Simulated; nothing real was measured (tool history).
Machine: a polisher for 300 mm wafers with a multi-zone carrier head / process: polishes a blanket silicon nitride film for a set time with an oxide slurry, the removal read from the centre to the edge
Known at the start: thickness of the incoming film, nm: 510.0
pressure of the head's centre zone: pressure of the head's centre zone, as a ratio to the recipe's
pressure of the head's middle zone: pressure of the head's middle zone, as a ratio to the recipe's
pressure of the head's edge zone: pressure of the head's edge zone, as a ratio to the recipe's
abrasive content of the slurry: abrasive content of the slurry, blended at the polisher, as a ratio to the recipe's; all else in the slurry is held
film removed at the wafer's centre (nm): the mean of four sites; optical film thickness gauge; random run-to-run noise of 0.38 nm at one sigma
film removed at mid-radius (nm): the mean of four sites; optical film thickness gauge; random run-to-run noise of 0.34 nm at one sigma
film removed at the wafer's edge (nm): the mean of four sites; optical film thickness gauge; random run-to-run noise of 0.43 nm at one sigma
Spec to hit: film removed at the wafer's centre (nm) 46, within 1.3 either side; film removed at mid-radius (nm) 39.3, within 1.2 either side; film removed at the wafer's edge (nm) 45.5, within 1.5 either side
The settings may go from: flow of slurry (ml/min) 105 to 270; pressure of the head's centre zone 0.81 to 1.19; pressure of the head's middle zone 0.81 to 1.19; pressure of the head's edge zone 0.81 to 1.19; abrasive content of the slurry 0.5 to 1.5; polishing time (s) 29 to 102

run,hour,flow of slurry (ml/min),pressure of the head's centre zone,pressure of the head's middle zone,pressure of the head's edge zone,abrasive content of the slurry,polishing time (s),film removed at the wafer's centre (nm),film removed at mid-radius (nm),film removed at the wafer's edge (nm)
1,0,175,1,1,1,1,65,63.993,62.887,61.309
2,0.8,165,1,0.96,0.99,0.9,65,58.966,55.857,55.246
3,8.5,165,1,0.96,0.99,0.9,52,46.817,44.401,45.031
4,15.6,165,1,0.96,0.99,0.9,45,41.316,37.895,38.845
5,24.7,165,1,0.96,1.06,0.9,45,40.964,38.309,40.311
6,31.2,165,1,0.96,1.13,0.9,45,41.057,38.406,41.676
7,33.3,175,1.01,0.95,1.14,0.9,45,41.421,38.215,42.084
8,38.9,185,1.02,0.94,1.15,0.9,45,43.365,38.813,42.681

5 candidate next runs follow, results not yet known. Just one meets every target within its allowed miss. Identify it.
A,44.5,120,1.03,0.81,1.19,1.25,43,?,?,?
B,44.5,250,1,0.99,1.15,0.9,42,?,?,?
C,44.5,190,1.11,0.87,1.18,1,41,?,?,?
D,44.5,180,1.11,0.83,1.16,0.85,50,?,?,?
E,44.5,120,1.08,0.92,1.17,1.05,46,?,?,?

move,film removed at the wafer's centre (nm),film removed at mid-radius (nm),film removed at the wafer's edge (nm)
A,46.341,36.179,47.86
B,41.246,38.492,40.778
C,46.31,35.092,42.457
D,49.396,36.06,45.072
E,47.081,38.879,45.844
A: brings the result that was furthest off to its target, and leaves another outside
B: lands further from the targets than the last run did
C: brings the result that was furthest off to its target, and leaves another outside
D: carries the result that was furthest off beyond its target, to the other side
E: hits every target within its allowed miss
The right move is E.
